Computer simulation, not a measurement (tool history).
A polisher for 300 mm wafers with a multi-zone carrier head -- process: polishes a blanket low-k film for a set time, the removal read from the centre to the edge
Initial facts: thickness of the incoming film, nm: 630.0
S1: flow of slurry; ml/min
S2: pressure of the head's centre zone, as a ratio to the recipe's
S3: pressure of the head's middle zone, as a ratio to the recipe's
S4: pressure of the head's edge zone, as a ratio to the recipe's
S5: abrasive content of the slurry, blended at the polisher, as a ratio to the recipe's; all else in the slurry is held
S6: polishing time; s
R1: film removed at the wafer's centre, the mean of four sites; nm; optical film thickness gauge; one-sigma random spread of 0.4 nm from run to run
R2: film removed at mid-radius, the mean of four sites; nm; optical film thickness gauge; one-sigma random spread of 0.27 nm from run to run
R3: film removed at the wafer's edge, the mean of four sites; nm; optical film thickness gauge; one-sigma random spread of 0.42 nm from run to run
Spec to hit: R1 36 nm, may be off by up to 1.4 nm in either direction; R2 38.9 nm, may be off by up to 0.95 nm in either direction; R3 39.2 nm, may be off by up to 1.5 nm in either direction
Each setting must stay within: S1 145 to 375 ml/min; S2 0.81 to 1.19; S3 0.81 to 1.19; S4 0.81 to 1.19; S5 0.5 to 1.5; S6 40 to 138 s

{"run": 1, "hour": 0.0, "S1": 240, "S2": 1, "S3": 1, "S4": 1, "S5": 1, "S6": 88, "R1": 49.44, "R2": 47.735, "R3": 46.786}
{"run": 2, "hour": 2.7, "S1": 235, "S2": 0.98, "S3": 0.99, "S4": 0.99, "S5": 0.95, "S6": 88, "R1": 47.989, "R2": 45.519, "R3": 45.446}
{"run": 3, "hour": 7.4, "S1": 235, "S2": 0.98, "S3": 0.99, "S4": 0.99, "S5": 1.1, "S6": 88, "R1": 51.821, "R2": 49.463, "R3": 50.754}
{"run": 4, "hour": 8.1, "S1": 275, "S2": 0.98, "S3": 0.99, "S4": 0.99, "S5": 1.1, "S6": 88, "R1": 52.177, "R2": 51.217, "R3": 51.317}
{"run": 5, "hour": 8.7, "S1": 275, "S2": 0.98, "S3": 0.99, "S4": 1.06, "S5": 1.1, "S6": 88, "R1": 53.484, "R2": 50.409, "R3": 52.402}
{"run": 6, "hour": 12.7, "S1": 275, "S2": 0.98, "S3": 0.99, "S4": 1.06, "S5": 1.3, "S6": 88, "R1": 56.73, "R2": 54.677, "R3": 57.121}
{"run": 7, "hour": 13.5, "S1": 275, "S2": 0.98, "S3": 0.99, "S4": 1.06, "S5": 1.3, "S6": 88, "R1": 57.021, "R2": 55.893, "R3": 57.299}
{"run": 8, "hour": 16.9, "S1": 270, "S2": 0.96, "S3": 0.99, "S4": 1.04, "S5": 1.2, "S6": 88, "R1": 52.907, "R2": 53.142, "R3": 53.812}
{"run": 9, "hour": 23.0, "S1": 260, "S2": 0.95, "S3": 0.98, "S4": 1.03, "S5": 1.15, "S6": 88, "R1": 51.297, "R2": 50.971, "R3": 53.167}
{"run": 10, "hour": 27.4, "S1": 255, "S2": 0.94, "S3": 0.98, "S4": 1.02, "S5": 1.1, "S6": 88, "R1": 51.31, "R2": 50.224, "R3": 51.519}
{"run": 11, "hour": 33.3, "S1": 255, "S2": 0.92, "S3": 0.99, "S4": 1.04, "S5": 1.05, "S6": 87, "R1": 45.885, "R2": 48.458, "R3": 49.447}
{"run": 12, "hour": 38.9, "S1": 220, "S2": 0.83, "S3": 0.9, "S4": 0.94, "S5": 0.8, "S6": 86, "R1": 34.921, "R2": 36.563, "R3": 38.128}
{"run": 13, "hour": 44.1, "S1": 225, "S2": 0.83, "S3": 0.9, "S4": 0.94, "S5": 0.8, "S6": 86, "R1": 34.814, "R2": 36.57, "R3": 38.227}
{"run": 14, "hour": 46.7, "S1": 230, "S2": 0.83, "S3": 0.9, "S4": 0.94, "S5": 0.8, "S6": 86, "R1": 34.034, "R2": 36.435, "R3": 38.678}
{"run": 15, "hour": 47.3, "S1": 230, "S2": 0.83, "S3": 0.91, "S4": 0.94, "S5": 0.8, "S6": 86, "R1": 34.871, "R2": 36.908, "R3": 38.448}
{"run": 16, "hour": 47.9, "S1": 235, "S2": 0.83, "S3": 0.91, "S4": 0.94, "S5": 0.8, "S6": 86, "R1": 34.299, "R2": 36.678, "R3": 38.998}
{"run": 17, "hour": 52.1, "S1": 235, "S2": 0.83, "S3": 0.92, "S4": 0.94, "S5": 0.8, "S6": 86, "R1": 35.822, "R2": 37.116, "R3": 38.653}
{"run": 18, "hour": 59.6, "S1": 230, "S2": 0.83, "S3": 0.93, "S4": 0.95, "S5": 0.8, "S6": 86, "R1": 35.127, "R2": 37.699, "R3": 39.282}

Which single option among these 5 for the next run brings every result within its allowed miss of target? Just one does.
{"run": "A", "hour": 67.1, "S1": 205, "S2": 0.86, "S3": 0.95, "S4": 0.95, "S5": 0.85, "S6": 85, "R1": "?", "R2": "?", "R3": "?"}
{"run": "B", "hour": 67.1, "S1": 250, "S2": 0.82, "S3": 0.89, "S4": 1.01, "S5": 1, "S6": 76, "R1": "?", "R2": "?", "R3": "?"}
{"run": "C", "hour": 67.1, "S1": 250, "S2": 0.81, "S3": 0.99, "S4": 0.97, "S5": 0.8, "S6": 84, "R1": "?", "R2": "?", "R3": "?"}
{"run": "D", "hour": 67.1, "S1": 245, "S2": 0.84, "S3": 0.89, "S4": 0.95, "S5": 0.8, "S6": 82, "R1": "?", "R2": "?", "R3": "?"}
{"run": "E", "hour": 67.1, "S1": 210, "S2": 0.83, "S3": 0.96, "S4": 0.93, "S5": 0.75, "S6": 89, "R1": "?", "R2": "?", "R3": "?"}

move=A R1=37.063 R2=38.668 R3=39.389
move=B R1=36.307 R2=37.422 R3=41.176
move=C R1=34.196 R2=38.949 R3=38.398
move=D R1=34.419 R2=34.691 R3=37.093
move=E R1=34.304 R2=37.319 R3=37.261
A: in spec on every target
B: misses by more than the last run did
C: the furthest-off result lands on target, but another misses its tolerance
D: misses by more than the last run did
E: misses by more than the last run did
A is the move that brings every result within its allowed miss.

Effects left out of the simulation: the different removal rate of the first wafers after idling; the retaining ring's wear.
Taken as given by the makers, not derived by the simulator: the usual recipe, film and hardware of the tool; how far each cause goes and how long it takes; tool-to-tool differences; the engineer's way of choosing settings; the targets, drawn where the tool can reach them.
